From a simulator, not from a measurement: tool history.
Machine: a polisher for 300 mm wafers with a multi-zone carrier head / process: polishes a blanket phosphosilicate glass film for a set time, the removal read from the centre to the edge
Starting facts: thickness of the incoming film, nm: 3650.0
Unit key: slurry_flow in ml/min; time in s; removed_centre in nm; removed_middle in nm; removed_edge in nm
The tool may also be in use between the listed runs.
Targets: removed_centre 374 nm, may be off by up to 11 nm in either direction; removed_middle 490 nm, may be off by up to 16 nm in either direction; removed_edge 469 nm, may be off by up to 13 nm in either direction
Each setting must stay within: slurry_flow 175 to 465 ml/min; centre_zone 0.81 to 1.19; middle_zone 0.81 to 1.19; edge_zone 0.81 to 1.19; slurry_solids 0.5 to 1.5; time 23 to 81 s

run	hour	slurry_flow	centre_zone	middle_zone	edge_zone	slurry_solids	time	removed_centre	removed_middle	removed_edge
1	0	295	1	1	1	1	52	532.48	542.62	531.6
2	4.4	295	1	1	1	1.2	52	594.67	605.29	576.28
3	6.7	295	1	1	0.97	1.2	52	590.63	591.7	576.67
4	15.5	295	1	0.92	0.97	1.2	52	594.98	549.14	572.18
5	23.3	355	1	0.92	0.97	1.2	52	604.2	568.13	588.19
6	25.1	350	0.96	0.94	0.97	1.1	52	550.09	545.21	558.69
7	30.6	345	0.93	0.97	0.99	1	52	515.52	544.97	536.33
8	31.3	335	0.9	0.98	1.03	0.9	52	464.21	504.57	511.69
9	37.1	315	0.88	1	1.05	0.85	52	437.76	500.93	499.25

5 candidate next runs follow, results not yet known. Just one meets every target within its allowed miss. Identify it.
A	42.9	305	0.81	1.05	1.05	0.85	49	?	?	?
B	42.9	405	0.91	1	0.99	0.8	48	?	?	?
C	42.9	405	0.81	0.95	1.08	1.2	42	?	?	?
D	42.9	295	0.81	0.97	1.12	0.75	61	?	?	?
E	42.9	310	0.92	1.02	1.02	0.75	50	?	?	?

move	removed_centre	removed_middle	removed_edge
A	374.98	485.45	465.35
B	408.54	450.01	434.84
C	397.83	472.39	497.52
D	428.06	518.7	550.3
E	401.43	445.71	431.94
A: every result within its allowed miss
B: closes in on the targets versus the last run, not all within tolerance yet
C: closes in on the targets versus the last run, not all within tolerance yet
D: moves away from the targets compared with the last run
E: closes in on the targets versus the last run, not all within tolerance yet
The move that meets every target is A.
